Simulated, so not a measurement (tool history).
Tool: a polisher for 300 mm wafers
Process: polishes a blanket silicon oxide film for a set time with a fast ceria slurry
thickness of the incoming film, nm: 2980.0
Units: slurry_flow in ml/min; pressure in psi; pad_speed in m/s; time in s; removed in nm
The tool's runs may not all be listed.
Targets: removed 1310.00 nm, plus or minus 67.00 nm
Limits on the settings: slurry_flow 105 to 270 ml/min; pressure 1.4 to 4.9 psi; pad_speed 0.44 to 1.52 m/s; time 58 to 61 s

run 1 day=0.000 | slurry_flow=175 pressure=3.1 pad_speed=0.98 time=58 | removed=897.92
run 2 day=0.200 | slurry_flow=175 pressure=2.7 pad_speed=0.98 time=58 | removed=756.95
run 3 day=0.425 | slurry_flow=175 pressure=2.7 pad_speed=0.86 time=58 | removed=687.32
run 4 day=0.496 | slurry_flow=175 pressure=3.0 pad_speed=0.86 time=58 | removed=756.70
run 5 day=0.742 | slurry_flow=175 pressure=3.3 pad_speed=0.86 time=58 | removed=844.83
run 6 day=0.779 | slurry_flow=175 pressure=3.5 pad_speed=0.86 time=58 | removed=863.75
run 7 day=0.842 | slurry_flow=175 pressure=3.8 pad_speed=0.86 time=58 | removed=944.36
run 8 day=1.075 | slurry_flow=175 pressure=4.0 pad_speed=0.86 time=58 | removed=980.90

Exercise: of the 5 proposed moves below, exactly one satisfies all targets within the stated allowed misses. Which move is it?
run A day=1.308 | slurry_flow=185 pressure=4.3 pad_speed=1.00 time=61 | removed=?
run B day=1.308 | slurry_flow=145 pressure=4.3 pad_speed=0.98 time=58 | removed=?
run C day=1.308 | slurry_flow=170 pressure=4.1 pad_speed=0.96 time=61 | removed=?
run D day=1.308 | slurry_flow=145 pressure=4.0 pad_speed=1.28 time=61 | removed=?
run E day=1.308 | slurry_flow=160 pressure=4.0 pad_speed=1.02 time=60 | removed=?

move=A removed=1300.00
move=B removed=1150.20
move=C removed=1172.50
move=D removed=1461.80
move=E removed=1178.60
A: each result inside its tolerance
B: better than the last run, though not everything is in spec
C: better than the last run, though not everything is in spec
D: the result that was furthest off in the last run now lies on the other side of its target
E: better than the last run, though not everything is in spec
Answer: A
